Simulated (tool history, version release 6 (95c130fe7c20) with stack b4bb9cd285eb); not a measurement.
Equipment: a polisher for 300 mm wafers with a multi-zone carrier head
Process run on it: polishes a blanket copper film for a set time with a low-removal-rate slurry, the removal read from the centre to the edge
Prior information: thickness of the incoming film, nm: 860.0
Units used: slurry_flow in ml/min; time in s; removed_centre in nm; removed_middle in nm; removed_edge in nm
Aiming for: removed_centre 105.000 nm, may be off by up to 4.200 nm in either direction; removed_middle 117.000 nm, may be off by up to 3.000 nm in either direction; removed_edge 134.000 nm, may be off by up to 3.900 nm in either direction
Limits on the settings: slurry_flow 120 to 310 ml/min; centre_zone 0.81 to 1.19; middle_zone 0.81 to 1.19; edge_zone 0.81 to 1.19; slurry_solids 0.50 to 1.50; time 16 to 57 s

run  hour  slurry_flow  centre_zone  middle_zone  edge_zone  slurry_solids  time  removed_centre  removed_middle  removed_edge
  1   0.0          200         1.00         1.00       1.00           1.00    36          85.098          89.016        89.306
  2   5.0          160         1.00         1.00       1.00           1.00    36          82.478          86.517        86.346
  3  12.3          160         1.00         1.00       0.93           1.00    36          83.696          87.218        83.945
  4  20.1          160         1.00         1.00       1.00           1.00    36          81.464          86.796        85.951
  5  26.3          160         0.97         1.00       1.00           1.00    36          79.019          87.159        86.283
  6  27.3          160         0.97         1.00       1.00           0.85    36          77.116          82.238        83.683
  7  34.2          195         0.96         0.97       1.06           1.05    38          86.677          94.166        96.716
  8  36.0          215         0.93         0.92       1.10           1.15    40          91.780          97.536       108.720
  9  40.9          230         0.92         0.92       1.13           1.25    41          94.141         103.600       113.600

Which one of the following 4 next-run settings gets every result inside its allowed miss? There is exactly one.
  A  45.8          150         0.90         0.92       1.19           1.05    51               ?               ?             ?
  B  45.8          250         0.99         0.89       1.16           1.20    45               ?               ?             ?
  C  45.8          260         0.99         0.90       1.13           1.25    44               ?               ?             ?
  D  45.8          210         0.99         0.84       1.01           1.45    45               ?               ?             ?

move  removed_centre  removed_middle  removed_edge
   A         105.140         115.370       133.490
   B         114.520         110.540       127.120
   C         113.690         110.560       124.490
   D         117.280         108.980       123.510
A: each result inside its tolerance
B: moves toward the targets from the last run without getting all of them in spec
C: moves toward the targets from the last run without getting all of them in spec
D: moves toward the targets from the last run without getting all of them in spec
The move that meets every target is A.

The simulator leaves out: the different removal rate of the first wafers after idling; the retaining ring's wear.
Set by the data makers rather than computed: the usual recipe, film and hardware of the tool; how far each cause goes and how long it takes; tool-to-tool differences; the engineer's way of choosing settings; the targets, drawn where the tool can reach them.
